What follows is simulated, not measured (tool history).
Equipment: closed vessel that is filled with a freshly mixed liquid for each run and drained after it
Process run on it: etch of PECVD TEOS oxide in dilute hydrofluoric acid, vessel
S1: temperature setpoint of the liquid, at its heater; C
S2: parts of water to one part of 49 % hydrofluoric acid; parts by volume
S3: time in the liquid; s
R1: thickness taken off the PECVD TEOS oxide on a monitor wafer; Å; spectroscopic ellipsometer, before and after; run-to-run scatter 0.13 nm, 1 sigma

| run | hour | S1 | S2 | S3 | R1 |
|---|---|---|---|---|---|
| 1 | 0 | 23 | 115 | 125 | 237.48 |
| 2 | 2 | 23 | 75 | 125 | 384.03 |
| 3 | 5.9 | 23 | 40 | 125 | 751.91 |
| 4 | 9.5 | 22 | 45 | 125 | 634.38 |
| 5 | 11.9 | 21 | 50 | 125 | 545.21 |
| 6 | 14.2 | 20 | 50 | 125 | 523.53 |
| 7 | 17.3 | 19.5 | 50 | 125 | 513.17 |
| 8 | 21.8 | 19 | 50 | 125 | 502.1 |
| 9 | 26.3 | 18.5 | 50 | 125 | 488.8 |
| 10 | 33.5 | 18 | 50 | 125 | 478.49 |

Run 11 comes next. What will it give?
| 11 | 34.7 | 17.5 | 55 | 125 | ? |

Run 11 measured R1 427.4 Å.
